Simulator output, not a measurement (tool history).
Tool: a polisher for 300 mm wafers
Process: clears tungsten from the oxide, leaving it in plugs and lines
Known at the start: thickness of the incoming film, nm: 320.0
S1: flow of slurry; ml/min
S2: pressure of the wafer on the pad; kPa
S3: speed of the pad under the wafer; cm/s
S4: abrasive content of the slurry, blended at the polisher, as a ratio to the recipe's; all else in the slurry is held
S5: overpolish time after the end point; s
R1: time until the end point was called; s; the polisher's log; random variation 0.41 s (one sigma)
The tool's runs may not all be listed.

run,hour,S1,S2,S3,S4,S5,R1
1,0,190,22.8,96,1,22,68.003
2,3.9,155,22.8,96,1,22,70.182
3,4.9,160,27.6,98,1,22,61.289
4,11.5,160,22.1,98,1,22,69.683
5,13.1,160,22.1,98,0.9,22,70.963
6,15,160,22.1,112,0.9,22,63.024

Forecast run 7:
7,18.1,170,26.9,116,0.9,22,?

{"run 7": {"R1": 52.974}}

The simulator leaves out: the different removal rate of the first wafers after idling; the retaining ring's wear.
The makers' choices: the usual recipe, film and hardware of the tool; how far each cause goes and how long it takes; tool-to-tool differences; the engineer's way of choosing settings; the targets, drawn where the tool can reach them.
